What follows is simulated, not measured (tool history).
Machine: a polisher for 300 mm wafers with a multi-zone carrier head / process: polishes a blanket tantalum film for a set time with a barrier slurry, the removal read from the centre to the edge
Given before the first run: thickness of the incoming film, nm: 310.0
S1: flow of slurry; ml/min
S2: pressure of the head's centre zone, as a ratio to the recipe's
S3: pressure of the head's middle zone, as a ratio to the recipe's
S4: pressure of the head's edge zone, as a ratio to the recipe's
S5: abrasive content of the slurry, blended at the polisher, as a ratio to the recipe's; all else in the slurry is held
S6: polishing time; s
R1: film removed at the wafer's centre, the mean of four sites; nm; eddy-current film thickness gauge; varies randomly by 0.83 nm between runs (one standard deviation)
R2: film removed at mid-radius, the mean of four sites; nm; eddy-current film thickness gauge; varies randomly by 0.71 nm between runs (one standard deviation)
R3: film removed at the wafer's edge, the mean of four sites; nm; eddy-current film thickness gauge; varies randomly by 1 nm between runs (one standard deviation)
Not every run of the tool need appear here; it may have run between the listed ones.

{"run": 1, "hour": 0.0, "S1": 305, "S2": 1.0, "S3": 1.0, "S4": 1.0, "S5": 1.0, "S6": 79, "R1": 115.15, "R2": 117.93, "R3": 123.86}
{"run": 2, "hour": 2.7, "S1": 300, "S2": 0.96, "S3": 0.98, "S4": 0.96, "S5": 0.85, "S6": 78, "R1": 103.96, "R2": 109.26, "R3": 115.3}
{"run": 3, "hour": 4.1, "S1": 300, "S2": 0.89, "S3": 0.98, "S4": 0.96, "S5": 0.85, "S6": 78, "R1": 96.121, "R2": 109.27, "R3": 112.93}
{"run": 4, "hour": 9.5, "S1": 300, "S2": 0.89, "S3": 0.98, "S4": 0.96, "S5": 0.85, "S6": 96, "R1": 117.53, "R2": 136.5, "R3": 141.15}
{"run": 5, "hour": 15.9, "S1": 300, "S2": 0.89, "S3": 0.98, "S4": 0.96, "S5": 1.0, "S6": 96, "R1": 121.82, "R2": 141.91, "R3": 146.79}
{"run": 6, "hour": 23.7, "S1": 300, "S2": 0.89, "S3": 0.98, "S4": 1.04, "S5": 1.0, "S6": 96, "R1": 121.49, "R2": 140.29, "R3": 153.12}
{"run": 7, "hour": 30.5, "S1": 300, "S2": 0.88, "S3": 0.96, "S4": 0.98, "S5": 0.85, "S6": 90, "R1": 109.74, "R2": 124.06, "R3": 135.75}
{"run": 8, "hour": 38.1, "S1": 300, "S2": 0.88, "S3": 0.96, "S4": 0.98, "S5": 0.85, "S6": 90, "R1": 110.84, "R2": 125.02, "R3": 134.04}
{"run": 9, "hour": 45.6, "S1": 295, "S2": 0.87, "S3": 0.94, "S4": 0.94, "S5": 0.75, "S6": 85, "R1": 98.468, "R2": 112.19, "R3": 118.03}

Run 10 comes next. What will it give?
{"run": 10, "hour": 48.6, "S1": 285, "S2": 0.86, "S3": 0.91, "S4": 0.91, "S5": 0.65, "S6": 84, "R1": "?", "R2": "?", "R3": "?"}

Run 10 produced R1 94.023 nm, R2 104.29 nm, R3 110.59 nm.
